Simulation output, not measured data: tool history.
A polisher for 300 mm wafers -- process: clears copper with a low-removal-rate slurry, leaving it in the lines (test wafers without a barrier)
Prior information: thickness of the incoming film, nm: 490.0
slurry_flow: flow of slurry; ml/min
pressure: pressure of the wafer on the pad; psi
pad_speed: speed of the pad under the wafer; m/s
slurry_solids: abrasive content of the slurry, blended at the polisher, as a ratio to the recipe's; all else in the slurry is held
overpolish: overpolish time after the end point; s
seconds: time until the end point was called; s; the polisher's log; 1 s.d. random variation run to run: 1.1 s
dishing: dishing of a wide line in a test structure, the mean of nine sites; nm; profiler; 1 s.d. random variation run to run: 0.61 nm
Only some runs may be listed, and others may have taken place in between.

Run 1, hour 0: slurry_flow 195 ml/min, pressure 3.5 psi, pad_speed 0.84 m/s, slurry_solids 1, overpolish 9 s. Result: seconds 192.4 s, dishing 18.112 nm.
Run 2, hour 0.5: slurry_flow 195 ml/min, pressure 3.5 psi, pad_speed 1 m/s, slurry_solids 1, overpolish 9 s. Result: seconds 158.99 s, dishing 20.17 nm.
Run 3, hour 6.2: slurry_flow 200 ml/min, pressure 3.7 psi, pad_speed 1 m/s, slurry_solids 1, overpolish 9 s. Result: seconds 148.13 s, dishing 21.688 nm.
Run 4, hour 13.6: slurry_flow 200 ml/min, pressure 3.7 psi, pad_speed 0.92 m/s, slurry_solids 1, overpolish 9 s. Result: seconds 163.34 s, dishing 19.796 nm.
Run 5, hour 20.5: slurry_flow 205 ml/min, pressure 3.9 psi, pad_speed 0.92 m/s, slurry_solids 1, overpolish 9 s. Result: seconds 154.44 s, dishing 20.585 nm.
Run 6, hour 26.3: slurry_flow 205 ml/min, pressure 3.9 psi, pad_speed 0.92 m/s, slurry_solids 1.1, overpolish 9 s. Result: seconds 149.37 s, dishing 20.7 nm.

Estimate the outcome of run 7 from the log above:
Run 7, hour 32.8: slurry_flow 210 ml/min, pressure 4.1 psi, pad_speed 0.92 m/s, slurry_solids 1.1, overpolish 9 s. Result: seconds ?, dishing ?.

{"run 7": {"seconds": 145.05, "dishing": 22.71}}
